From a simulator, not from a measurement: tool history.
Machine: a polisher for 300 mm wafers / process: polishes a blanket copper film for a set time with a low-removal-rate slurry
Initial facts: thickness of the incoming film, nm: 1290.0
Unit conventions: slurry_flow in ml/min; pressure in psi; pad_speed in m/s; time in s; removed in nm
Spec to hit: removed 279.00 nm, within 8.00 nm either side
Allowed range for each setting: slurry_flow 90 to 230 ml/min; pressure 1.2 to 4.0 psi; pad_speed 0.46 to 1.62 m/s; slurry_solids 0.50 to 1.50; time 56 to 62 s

Run 1, day 0.000: slurry_flow 150 ml/min, pressure 2.6 psi, pad_speed 1.04 m/s, slurry_solids 1.00, time 62 s. Result: removed 191.94 nm.
Run 2, day 0.371: slurry_flow 150 ml/min, pressure 2.6 psi, pad_speed 0.86 m/s, slurry_solids 1.00, time 62 s. Result: removed 160.65 nm.
Run 3, day 0.617: slurry_flow 155 ml/min, pressure 3.0 psi, pad_speed 0.86 m/s, slurry_solids 1.00, time 62 s. Result: removed 182.70 nm.
Run 4, day 0.888: slurry_flow 155 ml/min, pressure 3.0 psi, pad_speed 0.86 m/s, slurry_solids 1.10, time 62 s. Result: removed 183.82 nm.
At day 1.017: slurry blender recalibrated.
Run 5, day 1.017: slurry_flow 160 ml/min, pressure 3.3 psi, pad_speed 0.88 m/s, slurry_solids 1.10, time 62 s. Result: removed 219.61 nm.
Run 6, day 1.362: slurry_flow 160 ml/min, pressure 3.3 psi, pad_speed 0.88 m/s, slurry_solids 1.10, time 62 s. Result: removed 216.57 nm.
Run 7, day 1.688: slurry_flow 190 ml/min, pressure 4.0 psi, pad_speed 0.88 m/s, slurry_solids 1.10, time 62 s. Result: removed 264.68 nm.
Run 8, day 1.746: slurry_flow 190 ml/min, pressure 4.0 psi, pad_speed 0.90 m/s, slurry_solids 1.10, time 62 s. Result: removed 266.64 nm.

Pick the move, out of 4, that brings all results within their allowed miss; only one does.
Run A, day 1.804: slurry_flow 165 ml/min, pressure 3.4 psi, pad_speed 1.06 m/s, slurry_solids 1.35, time 58 s. Result: removed ?.
Run B, day 1.804: slurry_flow 200 ml/min, pressure 3.9 psi, pad_speed 0.94 m/s, slurry_solids 1.00, time 57 s. Result: removed ?.
Run C, day 1.804: slurry_flow 215 ml/min, pressure 4.0 psi, pad_speed 0.76 m/s, slurry_solids 1.30, time 62 s. Result: removed ?.
Run D, day 1.804: slurry_flow 195 ml/min, pressure 3.1 psi, pad_speed 1.24 m/s, slurry_solids 1.45, time 56 s. Result: removed ?.

move  removed
   A   259.40
   B   248.45
   C   241.36
   D   279.74
A: lands further from the targets than the last run did
B: lands further from the targets than the last run did
C: lands further from the targets than the last run did
D: in spec on every target
Correct choice: D, which meets every target

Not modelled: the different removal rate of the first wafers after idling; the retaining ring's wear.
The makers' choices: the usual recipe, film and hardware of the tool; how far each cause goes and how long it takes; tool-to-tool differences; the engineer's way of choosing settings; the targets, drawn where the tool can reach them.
